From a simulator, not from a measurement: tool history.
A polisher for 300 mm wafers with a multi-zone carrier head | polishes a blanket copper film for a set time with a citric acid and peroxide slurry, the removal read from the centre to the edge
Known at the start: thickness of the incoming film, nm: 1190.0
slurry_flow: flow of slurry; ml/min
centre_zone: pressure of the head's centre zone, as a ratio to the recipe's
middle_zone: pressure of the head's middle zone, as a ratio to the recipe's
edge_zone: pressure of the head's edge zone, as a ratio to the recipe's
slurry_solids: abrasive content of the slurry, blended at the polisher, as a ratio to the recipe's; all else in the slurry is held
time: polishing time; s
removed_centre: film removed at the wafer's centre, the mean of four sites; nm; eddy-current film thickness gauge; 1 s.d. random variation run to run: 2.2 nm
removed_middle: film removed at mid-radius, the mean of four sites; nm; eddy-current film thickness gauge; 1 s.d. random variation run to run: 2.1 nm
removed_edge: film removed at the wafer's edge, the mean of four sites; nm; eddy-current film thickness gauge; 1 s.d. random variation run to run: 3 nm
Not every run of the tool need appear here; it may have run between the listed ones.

run,hour,slurry_flow,centre_zone,middle_zone,edge_zone,slurry_solids,time,removed_centre,removed_middle,removed_edge
1,0.0,290,1.00,1.00,1.00,1.00,69,238.58,238.08,239.31
2,3.2,240,1.00,1.00,1.00,1.00,69,232.65,236.56,239.13
3,5.1,245,1.03,1.04,1.05,1.10,69,242.85,248.42,240.45
4,12.7,255,1.03,1.04,1.07,1.25,70,254.74,255.31,255.25
5,14.9,270,1.03,1.06,1.09,1.30,70,258.17,262.78,259.71
6,18.5,290,1.04,1.07,1.11,1.35,70,258.28,266.44,265.42

Run 7 has not been measured yet. What should we expect?
7,20.0,295,1.05,1.08,1.12,1.40,70,?,?,?

Run 7 came out at removed_centre 267.13 nm, removed_middle 275.35 nm, removed_edge 270.18 nm.
